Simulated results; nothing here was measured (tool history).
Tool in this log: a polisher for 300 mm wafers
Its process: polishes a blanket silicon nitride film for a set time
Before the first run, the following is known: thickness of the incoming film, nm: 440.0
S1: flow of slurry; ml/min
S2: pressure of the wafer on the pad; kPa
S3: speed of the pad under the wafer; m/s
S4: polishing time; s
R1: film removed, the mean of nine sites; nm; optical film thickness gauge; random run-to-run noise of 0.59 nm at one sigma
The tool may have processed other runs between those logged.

{"run": 1, "day": 0.0, "S1": 265, "S2": 31, "S3": 1.16, "S4": 22, "R1": 63.482}
{"run": 2, "day": 0.121, "S1": 265, "S2": 26.2, "S3": 1.16, "S4": 22, "R1": 53.406}
{"run": 3, "day": 0.279, "S1": 265, "S2": 26.2, "S3": 1.16, "S4": 22, "R1": 54.387}
{"run": 4, "day": 0.442, "S1": 215, "S2": 26.2, "S3": 1.16, "S4": 22, "R1": 52.438}
{"run": 5, "day": 0.796, "S1": 215, "S2": 26.2, "S3": 1.3, "S4": 22, "R1": 56.154}
{"run": 6, "day": 1.117, "S1": 240, "S2": 29, "S3": 1.3, "S4": 22, "R1": 63.124}
{"run": 7, "day": 1.408, "S1": 260, "S2": 30.3, "S3": 1.3, "S4": 22, "R1": 67.125}

Expected results for the next run?
{"run": 8, "day": 1.433, "S1": 280, "S2": 31.7, "S3": 1.3, "S4": 22, "R1": "?"}

{"run 8": {"R1": 70.84}}

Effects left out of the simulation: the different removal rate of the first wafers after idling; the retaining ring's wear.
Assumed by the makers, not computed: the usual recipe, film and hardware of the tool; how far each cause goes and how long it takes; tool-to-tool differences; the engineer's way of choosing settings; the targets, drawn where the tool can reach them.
